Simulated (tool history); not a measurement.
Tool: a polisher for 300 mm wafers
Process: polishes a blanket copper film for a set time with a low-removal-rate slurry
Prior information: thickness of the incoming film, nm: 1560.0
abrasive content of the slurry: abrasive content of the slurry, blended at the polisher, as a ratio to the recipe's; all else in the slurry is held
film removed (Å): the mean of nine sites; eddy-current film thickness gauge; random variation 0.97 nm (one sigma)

run  hour  flow of slurry (ml/min)  pressure of the wafer on the pad (kPa)  speed of the pad under the wafer (m/s)  abrasive content of the slurry  polishing time (s)  film removed (Å)
  1     0                      320                                    13.8                                    0.84                               1                  65            1180.5
  2   6.1                      325                                    14.5                                    0.84                               1                  65              1236
  3  11.6                      325                                    14.5                                    1.02                               1                  65              1488
  4  18.5                      325                                    14.5                                    1.02                            1.15                  65            1536.2
  5    24                      325                                    14.5                                    1.02                            1.15                  65            1533.1
  6  26.4                      325                                    17.2                                    1.02                            1.15                  65            1792.2
  7  34.5                      315                                    15.9                                    1.02                            1.15                  65            1655.9

Predict the results of run 8:
  8  42.4                      310                                    15.9                                    1.02                            1.15                  65                 ?

Run 8 came out at film removed (Å) 1637.1.

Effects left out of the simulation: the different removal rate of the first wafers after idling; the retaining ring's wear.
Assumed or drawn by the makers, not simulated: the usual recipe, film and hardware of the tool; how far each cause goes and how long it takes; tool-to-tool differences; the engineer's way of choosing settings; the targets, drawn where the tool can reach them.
